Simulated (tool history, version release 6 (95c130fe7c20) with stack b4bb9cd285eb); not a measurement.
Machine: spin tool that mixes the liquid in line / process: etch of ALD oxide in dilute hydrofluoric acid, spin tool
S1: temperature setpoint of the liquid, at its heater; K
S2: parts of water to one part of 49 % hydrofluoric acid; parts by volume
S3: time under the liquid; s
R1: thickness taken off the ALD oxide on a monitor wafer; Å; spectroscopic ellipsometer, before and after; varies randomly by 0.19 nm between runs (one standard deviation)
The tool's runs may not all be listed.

{"run": 1, "hour": 0.0, "S1": 296.15, "S2": 195, "S3": 315, "R1": 181.14}
{"run": 2, "hour": 3.5, "S1": 298.15, "S2": 170, "S3": 315, "R1": 229.5}
{"run": 3, "hour": 6.5, "S1": 299.65, "S2": 155, "S3": 315, "R1": 271.58}
{"run": 4, "hour": 14.6, "S1": 299.65, "S2": 155, "S3": 315, "R1": 270.37}
{"run": 5, "hour": 20.8, "S1": 299.65, "S2": 155, "S3": 315, "R1": 271.21}
{"run": 6, "hour": 26.1, "S1": 297.15, "S2": 155, "S3": 315, "R1": 245.02}
{"run": 7, "hour": 28.0, "S1": 299.15, "S2": 145, "S3": 315, "R1": 285.71}
{"run": 8, "hour": 29.5, "S1": 300.65, "S2": 140, "S3": 315, "R1": 316.17}
{"run": 9, "hour": 38.0, "S1": 301.65, "S2": 135, "S3": 315, "R1": 340.69}
{"run": 10, "hour": 45.0, "S1": 302.15, "S2": 135, "S3": 315, "R1": 350.1}
{"run": 11, "hour": 48.5, "S1": 302.15, "S2": 135, "S3": 315, "R1": 351.46}
{"run": 12, "hour": 55.0, "S1": 302.65, "S2": 135, "S3": 315, "R1": 356.51}

The next listed run, before its measurement:
{"run": 13, "hour": 58.3, "S1": 303.15, "S2": 135, "S3": 315, "R1": "?"}

Run 13 gave R1 364.40 Å.
